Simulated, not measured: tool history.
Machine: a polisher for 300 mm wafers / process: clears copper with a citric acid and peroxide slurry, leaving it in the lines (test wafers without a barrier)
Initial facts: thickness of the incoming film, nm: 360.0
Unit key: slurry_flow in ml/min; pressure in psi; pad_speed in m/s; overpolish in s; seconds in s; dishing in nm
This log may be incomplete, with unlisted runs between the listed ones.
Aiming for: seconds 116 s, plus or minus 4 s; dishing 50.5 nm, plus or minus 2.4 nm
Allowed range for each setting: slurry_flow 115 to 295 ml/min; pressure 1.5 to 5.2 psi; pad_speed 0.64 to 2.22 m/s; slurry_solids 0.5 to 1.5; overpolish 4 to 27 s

{"run": 1, "hour": 0.0, "slurry_flow": 190, "pressure": 3.3, "pad_speed": 1.42, "slurry_solids": 1, "overpolish": 14, "seconds": 127.51, "dishing": 30.067}
{"run": 2, "hour": 7.6, "slurry_flow": 190, "pressure": 3.3, "pad_speed": 1.06, "slurry_solids": 1, "overpolish": 14, "seconds": 151.45, "dishing": 26.221}
{"run": 3, "hour": 16.3, "slurry_flow": 185, "pressure": 3.5, "pad_speed": 1.06, "slurry_solids": 1, "overpolish": 15, "seconds": 142.93, "dishing": 28.749}
{"run": 4, "hour": 18.8, "slurry_flow": 200, "pressure": 3.5, "pad_speed": 1.06, "slurry_solids": 1, "overpolish": 15, "seconds": 139.46, "dishing": 29.346}
{"run": 5, "hour": 26.5, "slurry_flow": 200, "pressure": 3.5, "pad_speed": 1.06, "slurry_solids": 1.2, "overpolish": 15, "seconds": 135.65, "dishing": 31.228}
{"run": 6, "hour": 30.7, "slurry_flow": 200, "pressure": 3.5, "pad_speed": 0.74, "slurry_solids": 1.2, "overpolish": 15, "seconds": 163.63, "dishing": 25.701}
{"hour": 32.8, "done": "head pressure recalibrated"}
{"run": 7, "hour": 32.8, "slurry_flow": 195, "pressure": 3.7, "pad_speed": 0.74, "slurry_solids": 1.2, "overpolish": 16, "seconds": 167.36, "dishing": 26.867}
{"run": 8, "hour": 40.8, "slurry_flow": 205, "pressure": 4, "pad_speed": 0.74, "slurry_solids": 1.2, "overpolish": 17, "seconds": 153.93, "dishing": 30.311}

4 candidate next runs follow, results not yet known. Just one meets every target within its allowed miss. Identify it.
{"run": "A", "hour": 48.8, "slurry_flow": 220, "pressure": 4.7, "pad_speed": 1.12, "slurry_solids": 1.35, "overpolish": 21, "seconds": "?", "dishing": "?"}
{"run": "B", "hour": 48.8, "slurry_flow": 185, "pressure": 4.8, "pad_speed": 1.16, "slurry_solids": 1.2, "overpolish": 25, "seconds": "?", "dishing": "?"}
{"run": "C", "hour": 48.8, "slurry_flow": 165, "pressure": 4.7, "pad_speed": 1.1, "slurry_solids": 0.95, "overpolish": 24, "seconds": "?", "dishing": "?"}
{"run": "D", "hour": 48.8, "slurry_flow": 210, "pressure": 4.4, "pad_speed": 1.24, "slurry_solids": 1.3, "overpolish": 22, "seconds": "?", "dishing": "?"}

move=A seconds=102.08 dishing=48.653
move=B seconds=102.71 dishing=55.042
move=C seconds=114.72 dishing=49.268
move=D seconds=104.1 dishing=49.488
A: pushes the last run's worst result past its target
B: pushes the last run's worst result past its target
C: hits every target within its allowed miss
D: pushes the last run's worst result past its target
Correct choice: C, which meets every target

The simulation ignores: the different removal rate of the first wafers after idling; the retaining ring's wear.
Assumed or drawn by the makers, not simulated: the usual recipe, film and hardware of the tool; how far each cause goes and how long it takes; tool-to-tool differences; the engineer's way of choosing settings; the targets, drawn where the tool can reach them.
